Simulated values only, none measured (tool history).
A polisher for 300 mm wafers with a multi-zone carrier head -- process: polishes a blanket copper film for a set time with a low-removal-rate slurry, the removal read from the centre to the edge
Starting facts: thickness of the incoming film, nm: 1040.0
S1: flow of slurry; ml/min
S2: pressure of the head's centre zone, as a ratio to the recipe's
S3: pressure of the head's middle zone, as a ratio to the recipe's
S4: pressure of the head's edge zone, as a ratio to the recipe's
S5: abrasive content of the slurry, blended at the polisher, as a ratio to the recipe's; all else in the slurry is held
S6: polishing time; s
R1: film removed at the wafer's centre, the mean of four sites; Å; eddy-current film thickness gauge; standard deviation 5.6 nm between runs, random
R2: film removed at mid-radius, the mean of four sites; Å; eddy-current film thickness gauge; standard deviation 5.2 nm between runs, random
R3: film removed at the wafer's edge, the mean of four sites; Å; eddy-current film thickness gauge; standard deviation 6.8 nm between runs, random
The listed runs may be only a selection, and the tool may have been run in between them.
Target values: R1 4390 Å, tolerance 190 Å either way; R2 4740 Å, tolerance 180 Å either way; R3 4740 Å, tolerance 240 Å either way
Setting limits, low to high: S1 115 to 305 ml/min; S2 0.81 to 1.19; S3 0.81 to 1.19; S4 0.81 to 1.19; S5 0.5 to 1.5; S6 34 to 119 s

| run | hour | S1 | S2 | S3 | S4 | S5 | S6 | R1 | R2 | R3 |
|---|---|---|---|---|---|---|---|---|---|---|
| 1 | 0 | 195 | 1 | 1 | 1 | 1 | 76 | 3557.1 | 3549.4 | 3633.7 |
| 2 | 5 | 215 | 1 | 1 | 1 | 1 | 76 | 3544 | 3566.5 | 3427.4 |
| 3 | 10.3 | 215 | 1 | 1 | 0.95 | 1 | 76 | 3553.7 | 3499.2 | 3392.7 |
| 4 | 18.7 | 215 | 1 | 1 | 0.95 | 1 | 85 | 3964.3 | 3966.4 | 3974.6 |
| 5 | 27.4 | 205 | 1 | 1.02 | 0.98 | 1.1 | 86 | 4044.7 | 4125.5 | 4103.2 |
| 6 | 30.5 | 200 | 1 | 1.04 | 1 | 1.15 | 88 | 4192.7 | 4273.3 | 4232.3 |
| 7 | 33.6 | 195 | 0.99 | 1.05 | 1.01 | 1.2 | 90 | 4334.9 | 4490.3 | 4380 |
| 8 | 40.7 | 185 | 0.97 | 1.05 | 1.02 | 1.25 | 91 | 4178.8 | 4597.2 | 4467.8 |

5 candidate next runs follow, results not yet known. Just one meets every target within its allowed miss. Identify it.
| A | 47.8 | 195 | 1.16 | 1.05 | 0.95 | 1.3 | 85 | ? | ? | ? |
| B | 47.8 | 255 | 0.97 | 0.96 | 0.92 | 1.5 | 94 | ? | ? | ? |
| C | 47.8 | 220 | 1.09 | 1.13 | 0.94 | 1.15 | 85 | ? | ? | ? |
| D | 47.8 | 170 | 0.9 | 0.96 | 0.93 | 1.25 | 102 | ? | ? | ? |
| E | 47.8 | 150 | 0.91 | 1.07 | 1.11 | 1.4 | 93 | ? | ? | ? |

| move | R1 | R2 | R3 |
|---|---|---|---|
| A | 4925.4 | 4237.9 | 3973.7 |
| B | 4860.7 | 4635 | 4585.7 |
| C | 4562.3 | 4442.3 | 3873.5 |
| D | 4447.8 | 4600.2 | 4625.5 |
| E | 4142.6 | 4648.7 | 4662.6 |
A: moves away from the targets compared with the last run
B: the furthest-off result lands on target, but another misses its tolerance
C: moves away from the targets compared with the last run
D: every result lands within tolerance
E: the furthest-off result lands on target, but another misses its tolerance
Move D is the one to make.
